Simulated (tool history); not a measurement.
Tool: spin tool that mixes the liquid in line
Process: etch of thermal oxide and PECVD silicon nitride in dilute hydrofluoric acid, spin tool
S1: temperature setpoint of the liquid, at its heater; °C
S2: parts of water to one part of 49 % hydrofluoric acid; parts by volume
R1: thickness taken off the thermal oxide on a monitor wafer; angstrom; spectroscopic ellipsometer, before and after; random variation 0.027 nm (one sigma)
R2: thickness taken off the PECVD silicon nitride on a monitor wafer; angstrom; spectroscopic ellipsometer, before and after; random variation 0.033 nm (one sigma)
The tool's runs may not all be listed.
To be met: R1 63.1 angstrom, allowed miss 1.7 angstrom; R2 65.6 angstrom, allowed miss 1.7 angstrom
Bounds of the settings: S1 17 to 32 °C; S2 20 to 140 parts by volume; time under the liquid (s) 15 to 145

run 1 hour=0 | S1=24 S2=75 time_under_the_liquid_(s)=75 | R1=40.813 R2=51.626
run 2 hour=5.7 | S1=24 S2=75 time_under_the_liquid_(s)=95 | R1=51.844 R2=65.667
run 3 hour=12.4 | S1=27.5 S2=75 time_under_the_liquid_(s)=95 | R1=59.226 R2=83.185
run 4 hour=17 | S1=26 S2=70 time_under_the_liquid_(s)=95 | R1=60.426 R2=79.605
run 5 hour=21.1 | S1=25 S2=65 time_under_the_liquid_(s)=95 | R1=63.01 R2=80.635
-- hour=27.2 hydrofluoric acid flow meter replaced
run 6 hour=27.2 | S1=25 S2=85 time_under_the_liquid_(s)=95 | R1=51.122 R2=66.985
run 7 hour=34.5 | S1=24 S2=80 time_under_the_liquid_(s)=95 | R1=52.157 R2=66.568
run 8 hour=39.5 | S1=23 S2=75 time_under_the_liquid_(s)=95 | R1=53.96 R2=66.553
run 9 hour=40.9 | S1=22 S2=70 time_under_the_liquid_(s)=95 | R1=55.823 R2=66.333
run 10 hour=44.6 | S1=21.5 S2=65 time_under_the_liquid_(s)=95 | R1=59.089 R2=68.746
run 11 hour=50.2 | S1=21.5 S2=65 time_under_the_liquid_(s)=95 | R1=59.55 R2=68.582
run 12 hour=56.2 | S1=21 S2=65 time_under_the_liquid_(s)=95 | R1=58.158 R2=66.8

4 next moves are on the table. One of them brings every result within its allowed miss. Which?
run A hour=62.2 | S1=25.5 S2=100 time_under_the_liquid_(s)=115 | R1=? R2=?
run B hour=62.2 | S1=17.5 S2=60 time_under_the_liquid_(s)=110 | R1=? R2=?
run C hour=62.2 | S1=22.5 S2=60 time_under_the_liquid_(s)=80 | R1=? R2=?
run D hour=62.2 | S1=24 S2=75 time_under_the_liquid_(s)=90 | R1=? R2=?

move=A R1=52.572 R2=70.799
move=B R1=63.289 R2=64.907
move=C R1=56.836 R2=66.717
move=D R1=53.359 R2=66.693
A: further off than the last run
B: meets every target
C: further off than the last run
D: further off than the last run
Answer: B
